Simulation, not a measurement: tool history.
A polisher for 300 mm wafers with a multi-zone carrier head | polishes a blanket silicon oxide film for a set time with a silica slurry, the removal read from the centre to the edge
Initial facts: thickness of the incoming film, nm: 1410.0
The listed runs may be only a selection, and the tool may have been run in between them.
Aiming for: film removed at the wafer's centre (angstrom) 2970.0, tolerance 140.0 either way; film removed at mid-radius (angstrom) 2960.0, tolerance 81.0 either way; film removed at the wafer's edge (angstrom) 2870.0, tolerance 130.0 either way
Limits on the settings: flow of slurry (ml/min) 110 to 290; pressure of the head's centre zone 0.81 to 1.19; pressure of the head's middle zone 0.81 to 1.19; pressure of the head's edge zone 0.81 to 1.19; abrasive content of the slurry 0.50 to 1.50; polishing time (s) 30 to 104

| run | hour | flow of slurry (ml/min) | pressure of the head's centre zone | pressure of the head's middle zone | pressure of the head's edge zone | abrasive content of the slurry | polishing time (s) | film removed at the wafer's centre (angstrom) | film removed at mid-radius (angstrom) | film removed at the wafer's edge (angstrom) |
|---|---|---|---|---|---|---|---|---|---|---|
| 1 | 0.0 | 185 | 1.00 | 1.00 | 1.00 | 1.00 | 67 | 2145.8 | 2255.6 | 2250.3 |
| 2 | 3.8 | 190 | 1.02 | 1.02 | 1.02 | 1.05 | 67 | 2265.2 | 2380.6 | 2370.1 |
| 3 | 6.3 | 190 | 1.02 | 1.02 | 0.99 | 1.05 | 67 | 2257.9 | 2342.5 | 2320.0 |
| 4 | 8.9 | 190 | 1.02 | 1.02 | 1.06 | 1.05 | 67 | 2339.0 | 2374.1 | 2382.0 |
| 5 | 10.0 | 145 | 1.02 | 1.02 | 1.06 | 1.05 | 67 | 2117.8 | 2250.0 | 2307.6 |
| 6 | 16.6 | 160 | 1.03 | 1.03 | 1.08 | 1.10 | 67 | 2288.5 | 2385.3 | 2428.2 |
| 7 | 21.4 | 175 | 1.03 | 1.04 | 1.10 | 1.10 | 67 | 2299.8 | 2451.5 | 2465.8 |
| 8 | 28.2 | 185 | 1.05 | 1.05 | 1.11 | 1.10 | 67 | 2379.7 | 2500.7 | 2515.1 |
| 9 | 36.2 | 200 | 1.07 | 1.06 | 1.12 | 1.10 | 67 | 2458.0 | 2491.8 | 2539.6 |
| 10 | 37.9 | 220 | 1.15 | 1.16 | 1.15 | 1.35 | 68 | 3121.1 | 3050.1 | 2919.8 |
| 11 | 43.8 | 215 | 1.15 | 1.16 | 1.15 | 1.35 | 68 | 3101.3 | 3078.6 | 2985.4 |

5 next moves are on the table. One of them brings every result within its allowed miss. Which?
| A | 49.7 | 125 | 1.12 | 1.17 | 1.19 | 1.10 | 89 | ? | ? | ? |
| B | 49.7 | 155 | 1.14 | 1.12 | 1.09 | 1.45 | 69 | ? | ? | ? |
| C | 49.7 | 175 | 1.00 | 0.97 | 1.15 | 1.25 | 81 | ? | ? | ? |
| D | 49.7 | 235 | 1.15 | 1.19 | 1.08 | 1.30 | 70 | ? | ? | ? |
| E | 49.7 | 240 | 1.19 | 1.19 | 1.02 | 1.35 | 68 | ? | ? | ? |

| move | film removed at the wafer's centre (angstrom) | film removed at mid-radius (angstrom) | film removed at the wafer's edge (angstrom) |
|---|---|---|---|
| A | 3052.9 | 3270.3 | 3204.8 |
| B | 2941.4 | 2979.0 | 2865.4 |
| C | 2895.4 | 3018.8 | 3265.8 |
| D | 3094.6 | 3218.7 | 2895.7 |
| E | 3177.8 | 3192.0 | 2807.3 |
A: its largest miss is bigger than the last run's
B: hits every target within its allowed miss
C: brings the result that was furthest off to its target, and leaves another outside
D: its largest miss is bigger than the last run's
E: its largest miss is bigger than the last run's
Answer: B
